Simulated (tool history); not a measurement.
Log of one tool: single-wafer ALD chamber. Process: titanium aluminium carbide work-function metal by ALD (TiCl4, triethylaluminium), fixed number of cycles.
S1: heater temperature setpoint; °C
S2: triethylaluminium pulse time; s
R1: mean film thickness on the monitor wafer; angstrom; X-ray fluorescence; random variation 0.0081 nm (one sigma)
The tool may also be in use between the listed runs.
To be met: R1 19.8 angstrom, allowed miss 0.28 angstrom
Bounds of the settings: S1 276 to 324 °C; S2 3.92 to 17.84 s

Run 1, hour 0: S1 300 °C, S2 10.88 s. Result: R1 18.184 angstrom.
Run 2, hour 4.1: S1 306 °C, S2 10.88 s. Result: R1 18.563 angstrom.
Run 3, hour 12.7: S1 306 °C, S2 8.08 s. Result: R1 18.285 angstrom.
Run 4, hour 15.2: S1 306 °C, S2 5.92 s. Result: R1 17.696 angstrom.
Run 5, hour 18.3: S1 312 °C, S2 5.92 s. Result: R1 18.177 angstrom.
Run 6, hour 20.4: S1 314 °C, S2 6.45 s. Result: R1 18.472 angstrom.
Run 7, hour 29.3: S1 315 °C, S2 6.82 s. Result: R1 18.477 angstrom.
Run 8, hour 37.2: S1 316 °C, S2 7.44 s. Result: R1 18.814 angstrom.
Run 9, hour 45.2: S1 317 °C, S2 7.67 s. Result: R1 18.869 angstrom.
Run 10, hour 50: S1 318 °C, S2 7.98 s. Result: R1 19.209 angstrom.
Run 11, hour 56.2: S1 319 °C, S2 8.03 s. Result: R1 19.066 angstrom.
Run 12, hour 61.4: S1 320 °C, S2 8.32 s. Result: R1 19.252 angstrom.
Run 13, hour 64.3: S1 321 °C, S2 8.49 s. Result: R1 19.424 angstrom.

5 next moves are on the table. One of them brings every result within its allowed miss. Which?
Run A, hour 67.2: S1 321 °C, S2 7.2 s. Result: R1 ?.
Run B, hour 67.2: S1 318 °C, S2 8.98 s. Result: R1 ?.
Run C, hour 67.2: S1 318 °C, S2 8.27 s. Result: R1 ?.
Run D, hour 67.2: S1 322 °C, S2 10.69 s. Result: R1 ?.
Run E, hour 67.2: S1 320 °C, S2 7.32 s. Result: R1 ?.

move      R1
   A  19.105
   B  19.219
   C  19.105
   D  19.714
   E  19.062
A: further off than the last run
B: further off than the last run
C: further off than the last run
D: meets every target
E: further off than the last run
Answer: D
